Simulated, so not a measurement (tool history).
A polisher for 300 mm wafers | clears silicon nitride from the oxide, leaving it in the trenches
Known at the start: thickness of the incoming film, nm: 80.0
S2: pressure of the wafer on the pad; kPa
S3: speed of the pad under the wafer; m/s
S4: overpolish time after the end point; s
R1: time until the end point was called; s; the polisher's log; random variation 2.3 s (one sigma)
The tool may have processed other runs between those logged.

Run 1, hour 0: flow of slurry (ml/min) 290, S2 14.5 kPa, S3 1.3 m/s, S4 5 s. Result: R1 103.47 s.
Run 2, hour 2.2: flow of slurry (ml/min) 290, S2 14.5 kPa, S3 1.3 m/s, S4 4 s. Result: R1 104.32 s.
Run 3, hour 4.8: flow of slurry (ml/min) 290, S2 15.9 kPa, S3 1.3 m/s, S4 4 s. Result: R1 97.199 s.
Run 4, hour 6.7: flow of slurry (ml/min) 290, S2 13.1 kPa, S3 1.3 m/s, S4 4 s. Result: R1 112.79 s.
Run 5, hour 9.4: flow of slurry (ml/min) 290, S2 13.1 kPa, S3 1.14 m/s, S4 4 s. Result: R1 124.51 s.
Run 6, hour 18.4: flow of slurry (ml/min) 290, S2 12.4 kPa, S3 1.12 m/s, S4 4 s. Result: R1 130.07 s.
Run 7, hour 25.1: flow of slurry (ml/min) 290, S2 11.7 kPa, S3 1.1 m/s, S4 4 s. Result: R1 135.98 s.
Run 8, hour 29.7: flow of slurry (ml/min) 290, S2 11 kPa, S3 1.08 m/s, S4 4 s. Result: R1 139.69 s.

Run 9 comes next. What will it give?
Run 9, hour 36.5: flow of slurry (ml/min) 290, S2 10.3 kPa, S3 1.06 m/s, S4 4 s. Result: R1 ?.

R1: 151.68 s

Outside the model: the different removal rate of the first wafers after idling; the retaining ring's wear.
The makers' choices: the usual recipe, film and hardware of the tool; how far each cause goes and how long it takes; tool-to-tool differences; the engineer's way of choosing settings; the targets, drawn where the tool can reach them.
